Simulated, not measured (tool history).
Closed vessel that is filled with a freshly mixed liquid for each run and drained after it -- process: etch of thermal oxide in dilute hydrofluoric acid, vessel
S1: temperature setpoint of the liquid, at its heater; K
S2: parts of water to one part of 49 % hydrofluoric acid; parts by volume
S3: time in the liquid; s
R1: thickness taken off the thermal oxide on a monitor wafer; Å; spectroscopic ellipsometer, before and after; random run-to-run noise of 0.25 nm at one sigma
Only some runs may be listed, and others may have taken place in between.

| run | day | S1 | S2 | S3 | R1 |
|---|---|---|---|---|---|
| 1 | 0 | 294.15 | 270 | 3040 | 381.07 |
| 2 | 0.046 | 295.65 | 270 | 3040 | 410.12 |
| 3 | 0.158 | 295.15 | 275 | 3040 | 397.05 |
| 4 | 0.508 | 294.65 | 280 | 3040 | 372.05 |
| 5 | 0.679 | 294.15 | 285 | 3040 | 358.22 |
| 6 | 0.767 | 294.15 | 285 | 3040 | 357.06 |
| 7 | 0.871 | 293.65 | 290 | 3040 | 343.46 |

Forecast run 8:
| 8 | 1 | 293.15 | 295 | 3040 | ? |

{"run 8": {"R1": 326.37}}

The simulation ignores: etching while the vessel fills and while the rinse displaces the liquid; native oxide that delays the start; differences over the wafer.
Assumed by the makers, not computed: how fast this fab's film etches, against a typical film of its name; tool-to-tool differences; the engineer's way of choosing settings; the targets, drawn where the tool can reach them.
